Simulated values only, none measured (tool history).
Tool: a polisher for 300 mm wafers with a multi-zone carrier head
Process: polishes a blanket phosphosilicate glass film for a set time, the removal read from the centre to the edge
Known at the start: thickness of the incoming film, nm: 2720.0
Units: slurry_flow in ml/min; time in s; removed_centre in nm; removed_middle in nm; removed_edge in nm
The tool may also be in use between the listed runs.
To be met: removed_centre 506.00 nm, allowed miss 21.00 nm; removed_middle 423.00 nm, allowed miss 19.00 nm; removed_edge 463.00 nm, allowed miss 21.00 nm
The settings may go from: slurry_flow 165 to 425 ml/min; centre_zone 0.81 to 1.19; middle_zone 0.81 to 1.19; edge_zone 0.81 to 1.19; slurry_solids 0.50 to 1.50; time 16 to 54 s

Run 1, day 0.000: slurry_flow 275 ml/min, centre_zone 1.00, middle_zone 1.00, edge_zone 1.00, slurry_solids 1.00, time 35 s. Result: removed_centre 320.16 nm, removed_middle 310.67 nm, removed_edge 322.66 nm.
Run 2, day 0.275: slurry_flow 275 ml/min, centre_zone 1.02, middle_zone 1.00, edge_zone 1.02, slurry_solids 1.10, time 35 s. Result: removed_centre 329.13 nm, removed_middle 327.76 nm, removed_edge 324.32 nm.
Run 3, day 0.625: slurry_flow 275 ml/min, centre_zone 1.03, middle_zone 0.97, edge_zone 1.02, slurry_solids 1.15, time 37 s. Result: removed_centre 358.99 nm, removed_middle 344.41 nm, removed_edge 355.47 nm.
Run 4, day 0.992: slurry_flow 275 ml/min, centre_zone 1.03, middle_zone 0.97, edge_zone 0.94, slurry_solids 1.15, time 37 s. Result: removed_centre 356.47 nm, removed_middle 341.92 nm, removed_edge 336.81 nm.
Run 5, day 1.212: slurry_flow 340 ml/min, centre_zone 1.03, middle_zone 0.97, edge_zone 0.94, slurry_solids 1.15, time 37 s. Result: removed_centre 369.62 nm, removed_middle 352.85 nm, removed_edge 344.69 nm.
Run 6, day 1.496: slurry_flow 340 ml/min, centre_zone 1.05, middle_zone 0.95, edge_zone 0.96, slurry_solids 1.20, time 38 s. Result: removed_centre 384.35 nm, removed_middle 356.27 nm, removed_edge 362.09 nm.
Run 7, day 1.675: slurry_flow 340 ml/min, centre_zone 1.07, middle_zone 0.94, edge_zone 0.97, slurry_solids 1.25, time 39 s. Result: removed_centre 414.97 nm, removed_middle 367.48 nm, removed_edge 380.06 nm.
Run 8, day 1.742: slurry_flow 340 ml/min, centre_zone 1.08, middle_zone 0.94, edge_zone 0.99, slurry_solids 1.30, time 39 s. Result: removed_centre 422.01 nm, removed_middle 373.98 nm, removed_edge 392.60 nm.
Run 9, day 1.804: slurry_flow 345 ml/min, centre_zone 1.17, middle_zone 0.94, edge_zone 1.06, slurry_solids 1.50, time 41 s. Result: removed_centre 512.85 nm, removed_middle 407.12 nm, removed_edge 445.11 nm.
Run 10, day 2.033: slurry_flow 345 ml/min, centre_zone 1.16, middle_zone 0.94, edge_zone 1.06, slurry_solids 1.50, time 41 s. Result: removed_centre 507.77 nm, removed_middle 404.35 nm, removed_edge 452.13 nm.
Run 11, day 2.071: slurry_flow 345 ml/min, centre_zone 1.15, middle_zone 0.96, edge_zone 1.06, slurry_solids 1.50, time 41 s. Result: removed_centre 487.90 nm, removed_middle 417.07 nm, removed_edge 442.06 nm.

Which of these 5 next moves meets every target?
Run A, day 2.108: slurry_flow 340 ml/min, centre_zone 1.03, middle_zone 0.88, edge_zone 1.09, slurry_solids 1.50, time 43 s. Result: removed_centre ?, removed_middle ?, removed_edge ?.
Run B, day 2.108: slurry_flow 345 ml/min, centre_zone 1.10, middle_zone 1.01, edge_zone 1.00, slurry_solids 1.50, time 41 s. Result: removed_centre ?, removed_middle ?, removed_edge ?.
Run C, day 2.108: slurry_flow 350 ml/min, centre_zone 1.05, middle_zone 0.98, edge_zone 1.11, slurry_solids 1.50, time 43 s. Result: removed_centre ?, removed_middle ?, removed_edge ?.
Run D, day 2.108: slurry_flow 355 ml/min, centre_zone 1.15, middle_zone 0.95, edge_zone 1.07, slurry_solids 1.50, time 42 s. Result: removed_centre ?, removed_middle ?, removed_edge ?.
Run E, day 2.108: slurry_flow 345 ml/min, centre_zone 1.19, middle_zone 1.04, edge_zone 0.99, slurry_solids 1.50, time 39 s. Result: removed_centre ?, removed_middle ?, removed_edge ?.

move  removed_centre  removed_middle  removed_edge
   A          455.73          411.62        481.35
   B          465.39          440.87        439.55
   C          466.31          451.39        486.13
   D          499.74          429.87        466.76
   E          479.26          429.70        415.92
A: brings the result that was furthest off to its target, and leaves another outside
B: further off than the last run
C: takes the result that was furthest off past its target
D: meets every target
E: further off than the last run
The right move is D.
